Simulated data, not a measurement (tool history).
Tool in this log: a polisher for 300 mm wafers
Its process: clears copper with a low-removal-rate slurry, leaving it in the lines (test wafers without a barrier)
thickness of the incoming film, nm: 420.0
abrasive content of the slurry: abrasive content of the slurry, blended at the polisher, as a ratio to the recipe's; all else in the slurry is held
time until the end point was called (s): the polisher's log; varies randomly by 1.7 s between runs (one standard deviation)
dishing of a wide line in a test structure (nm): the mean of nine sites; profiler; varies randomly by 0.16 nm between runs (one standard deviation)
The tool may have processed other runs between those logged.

run	day	flow of slurry (ml/min)	pressure of the wafer on the pad (kPa)	speed of the pad under the wafer (cm/s)	abrasive content of the slurry	overpolish time after the end point (s)	time until the end point was called (s)	dishing of a wide line in a test structure (nm)
1	0	250	20.7	94	1	8	183.75	13.922
2	0.146	250	20.7	94	0.85	8	192.71	13.094
3	0.508	250	22.8	96	0.8	7	180.6	12.489
4	0.55	250	19.3	96	0.8	7	203.55	10.929
5	0.592	250	19.3	82	0.8	7	227.86	9.9692
6	0.933	245	20.7	92	0.75	6	202.79	9.6617
7	1.062	230	22.1	100	0.7	5	191.88	8.7056
8	1.138	220	23.4	108	0.65	4	179.4	7.4798
9	1.179	230	24.8	112	0.65	4	164.93	8.3984
10	1.379	230	26.2	116	0.65	4	155.24	8.5154
11	1.446	235	26.9	120	0.65	4	147.44	9.0852
12	1.792	235	27.6	124	0.65	4	136.97	9.4105
13	2.121	240	28.3	126	0.65	4	139.08	9.5632
14	2.346	235	29	130	0.65	4	127.66	10.241
15	2.579	235	29.6	132	0.65	4	125.52	10.28
16	2.883	235	31.7	134	0.65	2	118.12	5.6611
17	2.929	235	31.7	136	0.65	2	117.38	5.8602
18	3.221	235	31.7	138	0.65	2	114.32	5.7178
19	3.529	245	30.3	146	0.7	6	111.72	17.254
20	3.612	245	30.3	142	0.8	6	109.86	17.274
21	3.921	175	24.8	138	1.05	2	121.51	5.5359
22	4.096	185	25.5	140	1	2	116.66	5.5878
23	4.183	185	26.2	142	0.95	2	116.29	5.8331
24	4.267	185	26.9	142	0.9	2	115.83	5.947

Run 25 comes next. What will it give?
25	4.629	175	28.3	142	0.8	6	?	?

{"run 25": {"time until the end point was called (s)": 113.82, "dishing of a wide line in a test structure (nm)": 16.661}}

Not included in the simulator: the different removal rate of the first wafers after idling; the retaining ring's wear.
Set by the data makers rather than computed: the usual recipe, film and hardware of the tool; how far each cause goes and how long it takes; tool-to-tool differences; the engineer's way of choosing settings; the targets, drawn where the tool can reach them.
